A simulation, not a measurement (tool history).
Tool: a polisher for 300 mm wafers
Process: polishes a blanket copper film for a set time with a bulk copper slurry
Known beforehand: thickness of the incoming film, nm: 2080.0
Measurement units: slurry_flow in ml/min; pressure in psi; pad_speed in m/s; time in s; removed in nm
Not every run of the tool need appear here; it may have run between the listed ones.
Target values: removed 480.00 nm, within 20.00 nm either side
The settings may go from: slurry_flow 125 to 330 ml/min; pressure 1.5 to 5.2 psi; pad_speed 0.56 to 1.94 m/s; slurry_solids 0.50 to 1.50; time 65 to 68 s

run	hour	slurry_flow	pressure	pad_speed	slurry_solids	time	removed
1	0.0	210	3.3	1.24	1.00	65	720.93
2	8.7	210	2.8	1.24	1.00	65	613.29
3	16.1	210	2.6	1.24	1.00	65	572.56
4	20.7	210	2.6	1.24	1.15	65	574.23
5	22.3	210	2.6	1.24	0.95	65	568.75
6	25.9	210	2.5	1.24	0.95	65	542.56
7	34.3	210	2.4	1.24	0.95	65	514.46
8	38.9	210	2.4	1.24	0.95	65	521.55
9	45.3	210	2.3	1.24	0.95	65	498.02

Next run, 5 choices. One meets every target within its allowed miss, the rest don't. Which?
A	51.7	185	2.4	1.26	0.95	67	?
B	51.7	265	3.7	0.66	1.05	68	?
C	51.7	185	2.1	1.44	0.85	68	?
D	51.7	240	2.4	1.18	1.05	68	?
E	51.7	175	2.0	1.54	0.80	66	?

move	removed
A	535.02
B	473.81
C	536.42
D	535.35
E	521.86
A: its largest miss is bigger than the last run's
B: each result inside its tolerance
C: its largest miss is bigger than the last run's
D: its largest miss is bigger than the last run's
E: its largest miss is bigger than the last run's
B is the move that brings every result within its allowed miss.

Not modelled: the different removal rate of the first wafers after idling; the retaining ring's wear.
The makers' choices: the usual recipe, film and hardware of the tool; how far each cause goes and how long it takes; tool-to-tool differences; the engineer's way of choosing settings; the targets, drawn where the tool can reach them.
